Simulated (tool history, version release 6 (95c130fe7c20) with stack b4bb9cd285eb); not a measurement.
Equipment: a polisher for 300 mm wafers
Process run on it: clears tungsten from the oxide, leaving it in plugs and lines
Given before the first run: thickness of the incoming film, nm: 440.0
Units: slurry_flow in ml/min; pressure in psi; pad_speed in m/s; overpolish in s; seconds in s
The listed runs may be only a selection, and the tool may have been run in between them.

{"run": 1, "day": 0.0, "slurry_flow": 300, "pressure": 3.0, "pad_speed": 1.0, "slurry_solids": 1.0, "overpolish": 28, "seconds": 116.26}
{"run": 2, "day": 0.117, "slurry_flow": 300, "pressure": 3.2, "pad_speed": 1.0, "slurry_solids": 1.0, "overpolish": 28, "seconds": 111.3}
{"run": 3, "day": 0.488, "slurry_flow": 300, "pressure": 3.2, "pad_speed": 1.18, "slurry_solids": 1.0, "overpolish": 28, "seconds": 96.648}
{"run": 4, "day": 0.804, "slurry_flow": 300, "pressure": 3.3, "pad_speed": 1.18, "slurry_solids": 1.0, "overpolish": 28, "seconds": 93.43}
{"run": 5, "day": 0.9, "slurry_flow": 300, "pressure": 3.4, "pad_speed": 1.18, "slurry_solids": 1.0, "overpolish": 28, "seconds": 87.806}
{"run": 6, "day": 1.05, "slurry_flow": 300, "pressure": 3.4, "pad_speed": 1.18, "slurry_solids": 0.8, "overpolish": 28, "seconds": 96.349}
{"run": 7, "day": 1.288, "slurry_flow": 300, "pressure": 3.5, "pad_speed": 1.18, "slurry_solids": 0.8, "overpolish": 28, "seconds": 91.602}
{"run": 8, "day": 1.554, "slurry_flow": 300, "pressure": 3.6, "pad_speed": 1.18, "slurry_solids": 0.8, "overpolish": 28, "seconds": 89.399}

What will run 9 give?
{"run": 9, "day": 1.762, "slurry_flow": 300, "pressure": 3.7, "pad_speed": 1.18, "slurry_solids": 0.8, "overpolish": 28, "seconds": "?"}

{"run 9": {"seconds": 87.128}}
